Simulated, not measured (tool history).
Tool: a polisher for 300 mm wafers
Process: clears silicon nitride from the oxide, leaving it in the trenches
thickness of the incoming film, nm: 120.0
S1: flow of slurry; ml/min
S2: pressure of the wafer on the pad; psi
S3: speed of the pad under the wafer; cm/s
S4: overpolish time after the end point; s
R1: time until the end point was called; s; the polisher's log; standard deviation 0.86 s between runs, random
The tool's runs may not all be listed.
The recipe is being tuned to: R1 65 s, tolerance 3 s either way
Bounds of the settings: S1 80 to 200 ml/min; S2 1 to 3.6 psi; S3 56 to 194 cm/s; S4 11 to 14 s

Run 1, hour 0: S1 130 ml/min, S2 2.3 psi, S3 124 cm/s, S4 14 s. Result: R1 125.71 s.
Run 2, hour 5.1: S1 150 ml/min, S2 2.3 psi, S3 124 cm/s, S4 14 s. Result: R1 122.74 s.
Run 3, hour 11.3: S1 150 ml/min, S2 2.3 psi, S3 102 cm/s, S4 14 s. Result: R1 140.28 s.
Run 4, hour 17.6: S1 150 ml/min, S2 2.5 psi, S3 106 cm/s, S4 14 s. Result: R1 130.1 s.
Run 5, hour 25.2: S1 150 ml/min, S2 2.7 psi, S3 114 cm/s, S4 14 s. Result: R1 112.73 s.
Run 6, hour 33.9: S1 150 ml/min, S2 2.9 psi, S3 118 cm/s, S4 14 s. Result: R1 100.12 s.
Run 7, hour 38.4: S1 150 ml/min, S2 3 psi, S3 122 cm/s, S4 14 s. Result: R1 97.832 s.
Run 8, hour 42.6: S1 150 ml/min, S2 3.1 psi, S3 128 cm/s, S4 14 s. Result: R1 90.3 s.
Run 9, hour 50.7: S1 150 ml/min, S2 3.2 psi, S3 132 cm/s, S4 14 s. Result: R1 84.407 s.
Run 10, hour 51.9: S1 150 ml/min, S2 3.3 psi, S3 134 cm/s, S4 14 s. Result: R1 80.015 s.
Run 11, hour 58.7: S1 150 ml/min, S2 3.4 psi, S3 136 cm/s, S4 14 s. Result: R1 78.809 s.
Run 12, hour 64.1: S1 155 ml/min, S2 3.4 psi, S3 138 cm/s, S4 14 s. Result: R1 76.49 s.
Run 13, hour 66.1: S1 155 ml/min, S2 3.4 psi, S3 140 cm/s, S4 14 s. Result: R1 75.753 s.
Run 14, hour 74.7: S1 165 ml/min, S2 3.6 psi, S3 148 cm/s, S4 14 s. Result: R1 69.617 s.

Below are 5 possible settings for the next run. Only one of them brings all results inside the allowed miss of their targets. Which is it?
Run A, hour 83.3: S1 200 ml/min, S2 3.3 psi, S3 172 cm/s, S4 11 s. Result: R1 ?.
Run B, hour 83.3: S1 175 ml/min, S2 3.4 psi, S3 150 cm/s, S4 11 s. Result: R1 ?.
Run C, hour 83.3: S1 185 ml/min, S2 3.4 psi, S3 118 cm/s, S4 14 s. Result: R1 ?.
Run D, hour 83.3: S1 170 ml/min, S2 3.1 psi, S3 160 cm/s, S4 14 s. Result: R1 ?.
Run E, hour 83.3: S1 145 ml/min, S2 2.8 psi, S3 176 cm/s, S4 14 s. Result: R1 ?.

move      R1
   A  66.085
   B  72.924
   C  87.663
   D  75.976
   E  79.032
A: in spec on every target
B: misses by more than the last run did
C: misses by more than the last run did
D: misses by more than the last run did
E: misses by more than the last run did
The move that meets every target is A.
